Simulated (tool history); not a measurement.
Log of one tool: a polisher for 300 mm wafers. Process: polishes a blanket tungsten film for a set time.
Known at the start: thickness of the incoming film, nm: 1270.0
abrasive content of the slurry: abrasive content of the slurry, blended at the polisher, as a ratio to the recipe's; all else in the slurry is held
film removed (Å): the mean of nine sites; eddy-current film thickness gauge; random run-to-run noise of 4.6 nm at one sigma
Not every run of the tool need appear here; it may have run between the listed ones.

run,hour,flow of slurry (ml/min),pressure of the wafer on the pad (psi),speed of the pad under the wafer (m/s),abrasive content of the slurry,polishing time (s),film removed (Å)
1,0.0,300,3.9,1.36,1.0,62,4449.4
2,1.5,300,4.2,1.36,1.0,62,4776.2
3,4.8,300,4.4,1.36,1.0,62,5059.4
4,11.5,300,4.4,1.36,1.0,62,4940.3
5,15.2,300,4.6,1.36,1.0,62,5158.0
6,21.7,300,4.8,1.36,1.0,62,5410.0
7,23.8,300,4.9,1.36,1.0,62,5476.8
8,32.7,300,5.0,1.36,1.0,62,5544.4

Forecast run 9:
9,39.2,300,5.1,1.36,1.0,62,?

{"run 9": {"film removed (Å)": 5681.9}}
